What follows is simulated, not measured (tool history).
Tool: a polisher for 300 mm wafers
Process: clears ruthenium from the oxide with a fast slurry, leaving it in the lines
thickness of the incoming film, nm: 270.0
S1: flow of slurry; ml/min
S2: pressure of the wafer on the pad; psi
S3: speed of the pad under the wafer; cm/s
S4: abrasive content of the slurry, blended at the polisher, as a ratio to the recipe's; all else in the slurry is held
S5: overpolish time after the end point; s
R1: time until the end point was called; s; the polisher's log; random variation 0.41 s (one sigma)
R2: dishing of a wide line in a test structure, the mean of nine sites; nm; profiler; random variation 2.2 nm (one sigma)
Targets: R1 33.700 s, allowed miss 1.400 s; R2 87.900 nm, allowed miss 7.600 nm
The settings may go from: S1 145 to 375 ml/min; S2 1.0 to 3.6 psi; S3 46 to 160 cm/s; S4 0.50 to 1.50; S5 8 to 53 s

run	hour	S1	S2	S3	S4	S5	R1	R2
1	0.0	240	2.3	102	1.00	27	68.425	85.014
2	6.9	240	2.5	104	1.00	25	60.399	81.599
3	12.4	240	2.6	104	1.00	24	58.978	80.648
4	17.8	240	2.6	86	1.00	24	65.608	77.523
5	26.0	240	2.7	90	1.00	23	62.492	75.428
6	34.6	295	2.7	90	1.00	23	61.927	78.270
7	42.6	295	2.8	94	1.00	22	58.523	78.219
8	45.1	295	2.9	98	1.00	21	54.873	79.204
9	46.3	300	3.5	124	1.00	11	38.619	62.640
10	49.1	300	3.5	126	1.00	12	37.919	68.269
11	55.5	300	3.5	126	1.00	12	38.812	68.240
12	63.1	300	3.5	128	1.00	13	37.708	68.496
13	70.5	300	3.5	130	1.00	14	38.184	73.780
14	77.2	300	3.5	132	1.00	14	37.654	77.355
15	82.1	300	3.5	132	1.00	14	37.038	78.569

Which of these 5 next moves meets every target?
A	87.0	300	3.6	130	1.05	13	?	?
B	87.0	305	3.6	140	1.05	15	?	?
C	87.0	330	3.5	134	1.00	17	?	?
D	87.0	355	3.2	142	0.90	19	?	?
E	87.0	320	3.3	138	1.05	14	?	?

move	R1	R2
A	36.161	77.611
B	34.246	89.951
C	36.751	93.543
D	39.691	95.833
E	37.568	79.776
A: nearer than the last run, and not there yet
B: meets every target
C: nearer than the last run, and not there yet
D: further off than the last run
E: further off than the last run
Move B is the one to make.

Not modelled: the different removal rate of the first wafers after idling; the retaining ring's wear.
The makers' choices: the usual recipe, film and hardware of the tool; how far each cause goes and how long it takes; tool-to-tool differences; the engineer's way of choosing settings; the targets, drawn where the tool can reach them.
